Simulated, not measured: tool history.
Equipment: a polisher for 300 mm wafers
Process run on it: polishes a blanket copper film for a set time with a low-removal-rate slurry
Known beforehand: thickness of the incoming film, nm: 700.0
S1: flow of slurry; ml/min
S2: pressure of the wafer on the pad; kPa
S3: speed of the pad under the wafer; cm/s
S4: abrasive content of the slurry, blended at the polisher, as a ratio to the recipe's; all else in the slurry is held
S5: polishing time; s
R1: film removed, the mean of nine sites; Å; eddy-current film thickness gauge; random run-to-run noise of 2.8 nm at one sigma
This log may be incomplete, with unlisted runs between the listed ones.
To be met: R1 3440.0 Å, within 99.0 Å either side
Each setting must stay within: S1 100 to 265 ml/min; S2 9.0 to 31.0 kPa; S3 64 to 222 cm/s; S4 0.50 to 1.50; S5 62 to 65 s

run,hour,S1,S2,S3,S4,S5,R1
1,0.0,170,20.0,142,1.00,62,3214.9
2,5.3,170,20.0,142,0.80,62,3160.2
3,7.0,175,20.0,142,0.80,62,3174.4
4,7.5,175,20.0,142,0.60,62,3017.3
5,12.4,175,20.0,142,0.75,62,3117.6
6,16.1,180,20.0,142,0.75,62,3164.3
7,20.0,185,20.0,142,0.75,62,3098.1
# hour 23.5: head pressure recalibrated
8,23.5,185,20.7,142,0.75,62,3008.1
9,24.4,175,20.7,142,0.75,62,3003.3

Exactly one of the 4 candidate moves below puts every result within its allowed miss. Which one?
A,25.3,165,20.7,124,0.85,62,?
B,25.3,155,18.6,132,0.75,65,?
C,25.3,100,29.0,100,1.25,62,?
D,25.3,185,22.1,150,0.70,63,?

move,R1
A,2662.1
B,2617.4
C,2938.9
D,3436.5
A: lands further from the targets than the last run did
B: lands further from the targets than the last run did
C: lands further from the targets than the last run did
D: every result within its allowed miss
Move D is the one to make.
